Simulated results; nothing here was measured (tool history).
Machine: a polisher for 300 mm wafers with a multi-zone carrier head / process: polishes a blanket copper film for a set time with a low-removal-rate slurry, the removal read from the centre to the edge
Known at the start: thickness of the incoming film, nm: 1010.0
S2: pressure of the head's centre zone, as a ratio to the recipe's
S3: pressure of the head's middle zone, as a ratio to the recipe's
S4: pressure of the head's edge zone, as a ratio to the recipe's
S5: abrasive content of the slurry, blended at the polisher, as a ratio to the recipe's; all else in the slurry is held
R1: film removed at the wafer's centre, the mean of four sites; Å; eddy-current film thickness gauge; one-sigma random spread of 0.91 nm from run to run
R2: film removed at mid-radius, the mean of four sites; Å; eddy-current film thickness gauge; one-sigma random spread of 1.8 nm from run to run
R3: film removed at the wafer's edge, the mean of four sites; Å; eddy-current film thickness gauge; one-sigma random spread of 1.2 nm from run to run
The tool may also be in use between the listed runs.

run 1 hour=0.0 | flow_of_slurry_(ml/min)=305 S2=1.00 S3=1.00 S4=1.00 S5=1.00 polishing_time_(s)=54 | R1=2091.9 R2=2076.3 R3=2080.7
run 2 hour=7.3 | flow_of_slurry_(ml/min)=305 S2=0.99 S3=1.00 S4=0.98 S5=0.95 polishing_time_(s)=53 | R1=2034.7 R2=2052.2 R3=2043.1
run 3 hour=15.7 | flow_of_slurry_(ml/min)=305 S2=0.99 S3=1.00 S4=0.98 S5=0.80 polishing_time_(s)=53 | R1=1965.3 R2=1968.5 R3=1986.5
run 4 hour=16.6 | flow_of_slurry_(ml/min)=305 S2=0.99 S3=1.00 S4=0.97 S5=0.75 polishing_time_(s)=52 | R1=1945.3 R2=1973.3 R3=1919.4
run 5 hour=21.8 | flow_of_slurry_(ml/min)=305 S2=0.98 S3=0.99 S4=0.96 S5=0.70 polishing_time_(s)=51 | R1=1878.9 R2=1869.0 R3=1864.1
run 6 hour=22.5 | flow_of_slurry_(ml/min)=355 S2=0.98 S3=0.99 S4=0.96 S5=0.70 polishing_time_(s)=51 | R1=1867.3 R2=1909.1 R3=1893.6
run 7 hour=28.3 | flow_of_slurry_(ml/min)=345 S2=0.97 S3=0.99 S4=0.94 S5=0.70 polishing_time_(s)=50 | R1=1816.5 R2=1880.8 R3=1818.8
run 8 hour=32.3 | flow_of_slurry_(ml/min)=275 S2=0.88 S3=0.89 S4=0.84 S5=0.50 polishing_time_(s)=47 | R1=1457.7 R2=1530.0 R3=1590.6
run 9 hour=33.1 | flow_of_slurry_(ml/min)=280 S2=0.89 S3=0.90 S4=0.84 S5=0.50 polishing_time_(s)=47 | R1=1494.6 R2=1578.1 R3=1584.2
run 10 hour=40.4 | flow_of_slurry_(ml/min)=280 S2=0.90 S3=0.90 S4=0.84 S5=0.50 polishing_time_(s)=47 | R1=1516.7 R2=1558.4 R3=1595.6
run 11 hour=47.0 | flow_of_slurry_(ml/min)=280 S2=0.90 S3=0.91 S4=0.84 S5=0.50 polishing_time_(s)=47 | R1=1515.8 R2=1581.5 R3=1599.3
run 12 hour=51.9 | flow_of_slurry_(ml/min)=280 S2=0.91 S3=0.91 S4=0.84 S5=0.50 polishing_time_(s)=47 | R1=1543.8 R2=1552.0 R3=1581.5
run 13 hour=53.8 | flow_of_slurry_(ml/min)=280 S2=0.91 S3=0.92 S4=0.84 S5=0.50 polishing_time_(s)=47 | R1=1541.5 R2=1587.8 R3=1593.3

Forecast run 14:
run 14 hour=54.5 | flow_of_slurry_(ml/min)=280 S2=0.92 S3=0.94 S4=0.82 S5=0.50 polishing_time_(s)=45 | R1=? R2=? R3=?

R1: 1474.5 Å
R2: 1515.2 Å
R3: 1494.9 Å
